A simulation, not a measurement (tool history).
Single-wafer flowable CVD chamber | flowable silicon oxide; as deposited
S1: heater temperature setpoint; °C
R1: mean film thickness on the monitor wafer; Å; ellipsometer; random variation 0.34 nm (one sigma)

Run 1, hour 0: S1 105 °C, chamber pressure (Pa) 94.5, RF power (kW) 1.545, deposition time (s) 206. Result: R1 908.58 Å.
Run 2, hour 6.4: S1 98 °C, chamber pressure (Pa) 94.5, RF power (kW) 1.545, deposition time (s) 206. Result: R1 1123.1 Å.
Run 3, hour 7.3: S1 101 °C, chamber pressure (Pa) 94.4, RF power (kW) 1.545, deposition time (s) 206. Result: R1 1016.5 Å.
Run 4, hour 8.9: S1 103 °C, chamber pressure (Pa) 94.3, RF power (kW) 1.545, deposition time (s) 206. Result: R1 967.78 Å.
Run 5, hour 16.4: S1 103 °C, chamber pressure (Pa) 85.7, RF power (kW) 1.545, deposition time (s) 206. Result: R1 872.61 Å.
Run 6, hour 19.4: S1 103 °C, chamber pressure (Pa) 99.7, RF power (kW) 1.545, deposition time (s) 206. Result: R1 1008.9 Å.
Run 7, hour 22: S1 105 °C, chamber pressure (Pa) 99.6, RF power (kW) 1.545, deposition time (s) 206. Result: R1 946.74 Å.
Run 8, hour 30.4: S1 107 °C, chamber pressure (Pa) 99.5, RF power (kW) 1.545, deposition time (s) 206. Result: R1 896.99 Å.

Forecast run 9:
Run 9, hour 33.8: S1 108 °C, chamber pressure (Pa) 99.5, RF power (kW) 1.545, deposition time (s) 206. Result: R1 ?.

Run 9 gave R1 863.12 Å.
